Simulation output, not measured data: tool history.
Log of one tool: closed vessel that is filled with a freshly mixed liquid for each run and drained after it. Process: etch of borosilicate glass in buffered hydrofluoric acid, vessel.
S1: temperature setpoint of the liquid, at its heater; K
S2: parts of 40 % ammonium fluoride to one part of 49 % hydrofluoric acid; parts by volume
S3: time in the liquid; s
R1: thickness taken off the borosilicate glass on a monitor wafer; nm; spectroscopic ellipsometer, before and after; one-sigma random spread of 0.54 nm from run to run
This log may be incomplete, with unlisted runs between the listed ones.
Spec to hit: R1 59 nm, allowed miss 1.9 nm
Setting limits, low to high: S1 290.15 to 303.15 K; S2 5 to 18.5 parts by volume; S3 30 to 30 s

Run 1, day 0: S1 295.15 K, S2 11.5 parts by volume, S3 30 s. Result: R1 27.863 nm.
Run 2, day 0.058: S1 292.65 K, S2 11.5 parts by volume, S3 30 s. Result: R1 24.154 nm.
Run 3, day 0.304: S1 294.65 K, S2 11 parts by volume, S3 30 s. Result: R1 28.268 nm.
Run 4, day 0.662: S1 294.65 K, S2 9 parts by volume, S3 30 s. Result: R1 34.052 nm.
Run 5, day 0.875: S1 294.65 K, S2 7.5 parts by volume, S3 30 s. Result: R1 39.524 nm.
Run 6, day 1.233: S1 292.65 K, S2 7.5 parts by volume, S3 30 s. Result: R1 36.155 nm.
At day 1.4: hydrofluoric acid flow meter replaced.
Run 7, day 1.4: S1 294.15 K, S2 7.5 parts by volume, S3 30 s. Result: R1 45.094 nm.
Run 8, day 1.671: S1 294.65 K, S2 7.5 parts by volume, S3 30 s. Result: R1 46.147 nm.
Run 9, day 2.054: S1 294.65 K, S2 7.5 parts by volume, S3 30 s. Result: R1 45.763 nm.
Run 10, day 2.233: S1 295.15 K, S2 7.5 parts by volume, S3 30 s. Result: R1 47.992 nm.
Run 11, day 2.412: S1 295.65 K, S2 7.5 parts by volume, S3 30 s. Result: R1 48.825 nm.
Run 12, day 2.508: S1 296.15 K, S2 7.5 parts by volume, S3 30 s. Result: R1 50.407 nm.
Run 13, day 2.546: S1 296.65 K, S2 7.5 parts by volume, S3 30 s. Result: R1 50.983 nm.

Pick the move, out of 4, that brings all results within their allowed miss; only one does.
Run A, day 2.583: S1 297.65 K, S2 7.5 parts by volume, S3 30 s. Result: R1 ?.
Run B, day 2.583: S1 295.65 K, S2 6.5 parts by volume, S3 30 s. Result: R1 ?.
Run C, day 2.583: S1 302.15 K, S2 8.5 parts by volume, S3 30 s. Result: R1 ?.
Run D, day 2.583: S1 296.65 K, S2 7 parts by volume, S3 30 s. Result: R1 ?.

move      R1
   A  53.916
   B  55.885
   C  59.483
   D  55.164
A: closes in on the targets versus the last run, not all within tolerance yet
B: closes in on the targets versus the last run, not all within tolerance yet
C: every result within its allowed miss
D: closes in on the targets versus the last run, not all within tolerance yet
Move C is the one to make.

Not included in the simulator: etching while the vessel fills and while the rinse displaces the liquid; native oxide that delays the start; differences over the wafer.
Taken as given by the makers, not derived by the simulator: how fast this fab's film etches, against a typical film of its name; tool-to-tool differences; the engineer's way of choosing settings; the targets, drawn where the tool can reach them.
